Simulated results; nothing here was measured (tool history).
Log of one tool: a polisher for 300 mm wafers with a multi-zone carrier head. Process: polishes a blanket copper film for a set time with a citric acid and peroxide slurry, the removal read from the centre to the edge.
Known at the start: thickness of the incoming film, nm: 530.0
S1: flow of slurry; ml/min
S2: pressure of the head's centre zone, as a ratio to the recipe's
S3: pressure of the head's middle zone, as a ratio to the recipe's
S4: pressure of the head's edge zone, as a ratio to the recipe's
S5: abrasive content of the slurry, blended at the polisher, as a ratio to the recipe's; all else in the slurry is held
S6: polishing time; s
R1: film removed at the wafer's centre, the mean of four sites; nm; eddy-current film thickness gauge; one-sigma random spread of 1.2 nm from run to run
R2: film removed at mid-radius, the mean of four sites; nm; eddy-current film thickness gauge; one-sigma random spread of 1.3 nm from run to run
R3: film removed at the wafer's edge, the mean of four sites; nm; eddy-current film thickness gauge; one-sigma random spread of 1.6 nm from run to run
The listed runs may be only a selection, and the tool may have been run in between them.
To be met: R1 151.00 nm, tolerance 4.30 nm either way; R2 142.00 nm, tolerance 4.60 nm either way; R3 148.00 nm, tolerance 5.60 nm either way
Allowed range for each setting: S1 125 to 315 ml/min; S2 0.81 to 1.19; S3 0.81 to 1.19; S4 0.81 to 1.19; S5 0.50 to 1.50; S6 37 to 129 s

run 1 day=0.000 | S1=205 S2=1.00 S3=1.00 S4=1.00 S5=1.00 S6=83 | R1=162.19 R2=161.96 R3=166.28
run 2 day=0.296 | S1=205 S2=1.00 S3=1.00 S4=1.00 S5=1.00 S6=95 | R1=186.02 R2=185.15 R3=185.01
run 3 day=0.400 | S1=205 S2=1.04 S3=1.00 S4=1.00 S5=1.00 S6=95 | R1=191.85 R2=185.75 R3=188.22
run 4 day=0.496 | S1=205 S2=1.04 S3=1.00 S4=0.96 S5=1.00 S6=95 | R1=192.93 R2=183.69 R3=182.93
run 5 day=0.708 | S1=205 S2=1.04 S3=1.00 S4=0.96 S5=1.10 S6=95 | R1=201.08 R2=190.16 R3=186.55
run 6 day=0.921 | S1=180 S2=1.04 S3=1.00 S4=0.96 S5=1.10 S6=95 | R1=194.43 R2=189.02 R3=185.02
run 7 day=1.250 | S1=185 S2=1.03 S3=0.99 S4=0.94 S5=1.00 S6=94 | R1=185.01 R2=180.73 R3=182.43
run 8 day=1.625 | S1=200 S2=1.03 S3=1.00 S4=0.94 S5=0.95 S6=92 | R1=181.87 R2=177.24 R3=171.82
run 9 day=1.892 | S1=205 S2=1.02 S3=0.98 S4=0.93 S5=0.90 S6=92 | R1=179.94 R2=169.82 R3=168.90
run 10 day=2.158 | S1=205 S2=1.00 S3=0.97 S4=0.92 S5=0.85 S6=92 | R1=176.45 R2=169.48 R3=167.48
run 11 day=2.296 | S1=205 S2=1.00 S3=0.97 S4=0.92 S5=0.85 S6=92 | R1=175.51 R2=172.09 R3=167.04
run 12 day=2.646 | S1=200 S2=1.00 S3=0.95 S4=0.91 S5=0.80 S6=92 | R1=171.86 R2=164.89 R3=165.71
run 13 day=2.729 | S1=180 S2=0.98 S3=0.91 S4=0.82 S5=0.55 S6=89 | R1=144.43 R2=141.06 R3=137.96
run 14 day=2.800 | S1=185 S2=0.98 S3=0.91 S4=0.83 S5=0.55 S6=89 | R1=147.57 R2=141.88 R3=138.62

Consider the 4 candidate settings below. Which is the only one whose results all fall within their allowed miss of target?
run A day=2.871 | S1=140 S2=1.06 S3=1.01 S4=1.00 S5=0.60 S6=88 | R1=? R2=? R3=?
run B day=2.871 | S1=170 S2=0.94 S3=0.81 S4=0.97 S5=0.70 S6=92 | R1=? R2=? R3=?
run C day=2.871 | S1=200 S2=1.05 S3=0.83 S4=0.85 S5=0.65 S6=89 | R1=? R2=? R3=?
run D day=2.871 | S1=235 S2=1.14 S3=0.91 S4=0.85 S5=1.00 S6=71 | R1=? R2=? R3=?

move=A R1=150.86 R2=141.46 R3=147.85
move=B R1=151.53 R2=142.08 R3=162.85
move=C R1=166.45 R2=140.79 R3=149.08
move=D R1=163.19 R2=132.86 R3=133.25
A: all results in spec
B: pushes the last run's worst result past its target
C: puts the biggest miss on target and leaves a different result outside tolerance
D: its largest miss is bigger than the last run's
Go with A: it meets all targets.
